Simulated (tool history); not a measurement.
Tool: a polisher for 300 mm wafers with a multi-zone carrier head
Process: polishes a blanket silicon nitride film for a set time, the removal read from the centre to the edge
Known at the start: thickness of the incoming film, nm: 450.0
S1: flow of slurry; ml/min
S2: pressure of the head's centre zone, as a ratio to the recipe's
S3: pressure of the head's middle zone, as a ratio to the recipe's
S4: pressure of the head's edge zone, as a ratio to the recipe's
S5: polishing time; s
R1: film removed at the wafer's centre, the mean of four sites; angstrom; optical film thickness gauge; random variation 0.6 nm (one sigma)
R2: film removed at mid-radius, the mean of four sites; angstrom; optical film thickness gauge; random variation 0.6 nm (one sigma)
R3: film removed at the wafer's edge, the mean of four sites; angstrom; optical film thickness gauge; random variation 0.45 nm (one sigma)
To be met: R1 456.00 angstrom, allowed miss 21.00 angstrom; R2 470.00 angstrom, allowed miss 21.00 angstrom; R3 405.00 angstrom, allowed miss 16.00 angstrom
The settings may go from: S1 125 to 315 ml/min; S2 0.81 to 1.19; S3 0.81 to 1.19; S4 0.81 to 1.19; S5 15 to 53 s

run 1 hour=0.0 | S1=205 S2=1.00 S3=1.00 S4=1.00 S5=34 | R1=810.93 R2=746.41 R3=778.93
run 2 hour=7.4 | S1=200 S2=1.00 S3=1.04 S4=0.95 S5=27 | R1=643.68 R2=614.08 R3=605.81
run 3 hour=8.1 | S1=200 S2=1.07 S3=1.04 S4=0.95 S5=27 | R1=691.38 R2=613.97 R3=588.44
run 4 hour=9.0 | S1=195 S2=1.05 S3=1.07 S4=0.92 S5=23 | R1=566.03 R2=529.72 R3=499.10
run 5 hour=10.7 | S1=195 S2=1.05 S3=1.07 S4=0.92 S5=27 | R1=674.34 R2=628.74 R3=593.84
run 6 hour=16.2 | S1=195 S2=1.12 S3=1.07 S4=0.92 S5=27 | R1=716.13 R2=642.72 R3=587.88
-- hour=21.0 centre zone pressure recalibrated
run 7 hour=21.0 | S1=200 S2=1.09 S3=1.10 S4=0.91 S5=23 | R1=546.34 R2=551.95 R3=498.32
run 8 hour=23.0 | S1=190 S2=1.10 S3=1.11 S4=0.90 S5=21 | R1=508.98 R2=500.77 R3=459.33
run 9 hour=29.9 | S1=190 S2=1.11 S3=1.13 S4=0.87 S5=20 | R1=494.56 R2=484.57 R3=426.34

4 next moves are on the table. One of them brings every result within its allowed miss. Which?
run A hour=36.8 | S1=140 S2=1.09 S3=1.15 S4=0.81 S5=20 | R1=? R2=? R3=?
run B hour=36.8 | S1=195 S2=1.19 S3=1.14 S4=0.81 S5=20 | R1=? R2=? R3=?
run C hour=36.8 | S1=150 S2=1.05 S3=1.07 S4=0.97 S5=22 | R1=? R2=? R3=?
run D hour=36.8 | S1=190 S2=1.06 S3=1.15 S4=0.92 S5=20 | R1=? R2=? R3=?

move=A R1=443.67 R2=449.94 R3=404.55
move=B R1=522.57 R2=477.12 R3=424.63
move=C R1=478.47 R2=472.87 R3=480.04
move=D R1=462.89 R2=478.92 R3=442.21
A: meets every target
B: further off than the last run
C: further off than the last run
D: brings the result that was furthest off to its target, and leaves another outside
Move A is the one to make.

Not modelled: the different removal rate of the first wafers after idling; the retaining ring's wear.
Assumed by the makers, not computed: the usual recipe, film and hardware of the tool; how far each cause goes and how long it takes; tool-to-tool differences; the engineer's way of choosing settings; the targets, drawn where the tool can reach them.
